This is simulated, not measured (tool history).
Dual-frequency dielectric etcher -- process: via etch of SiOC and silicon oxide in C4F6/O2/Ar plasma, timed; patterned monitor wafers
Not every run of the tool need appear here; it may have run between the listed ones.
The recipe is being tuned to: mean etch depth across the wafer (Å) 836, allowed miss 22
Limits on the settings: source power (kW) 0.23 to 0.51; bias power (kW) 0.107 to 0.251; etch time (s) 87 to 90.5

| run | hour | source power (kW) | bias power (kW) | etch time (s) | mean etch depth across the wafer (Å) |
|---|---|---|---|---|---|
| 1 | 0 | 0.37 | 0.179 | 87 | 933.21 |
| 2 | 8.4 | 0.37 | 0.158 | 87 | 882.43 |
| 3 | 14.5 | 0.4 | 0.158 | 87 | 924.11 |
| 4 | 21.4 | 0.38 | 0.155 | 87 | 883.84 |
| 5 | 26.3 | 0.44 | 0.155 | 87 | 957.83 |
| 6 | 33.2 | 0.41 | 0.151 | 87 | 906.31 |
| 7 | 38.7 | 0.39 | 0.149 | 87 | 883.92 |
| 8 | 44.7 | 0.38 | 0.148 | 87 | 872 |

Which one of the following 4 next-run settings gets every result inside its allowed miss? There is exactly one.
| A | 50.7 | 0.4 | 0.14 | 89.5 | ? |
| B | 50.7 | 0.37 | 0.124 | 90.5 | ? |
| C | 50.7 | 0.38 | 0.142 | 89.5 | ? |
| D | 50.7 | 0.36 | 0.127 | 87 | ? |

| move | mean etch depth across the wafer (Å) |
|---|---|
| A | 895.59 |
| B | 826.17 |
| C | 878.84 |
| D | 791.78 |
A: misses by more than the last run did
B: every result lands within tolerance
C: misses by more than the last run did
D: carries the result that was furthest off beyond its target, to the other side
B meets every target.
